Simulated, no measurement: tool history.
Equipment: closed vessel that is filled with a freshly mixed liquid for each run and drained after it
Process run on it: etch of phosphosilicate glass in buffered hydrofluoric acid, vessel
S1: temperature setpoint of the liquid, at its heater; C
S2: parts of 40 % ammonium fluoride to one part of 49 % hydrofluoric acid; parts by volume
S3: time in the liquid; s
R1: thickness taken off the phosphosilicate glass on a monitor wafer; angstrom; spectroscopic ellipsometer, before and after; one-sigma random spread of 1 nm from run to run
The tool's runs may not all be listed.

run	hour	S1	S2	S3	R1
1	0	24	17	90	2539
2	4.9	26.5	17	90	2940.8
3	5.8	24	17	90	2526.9
4	13.4	24	17	95	2690.5
5	14.7	22	17	95	2426.3
6	20	20.5	17.5	95	2137.8
7	27.8	19.5	17.5	95	2039.6
8	35	19	18	95	1942.2
9	36.2	18.5	18	95	1874.8

What does the tool deliver on the next run?
10	41.1	18	18	95	?

{"run 10": {"R1": 1819.2}}
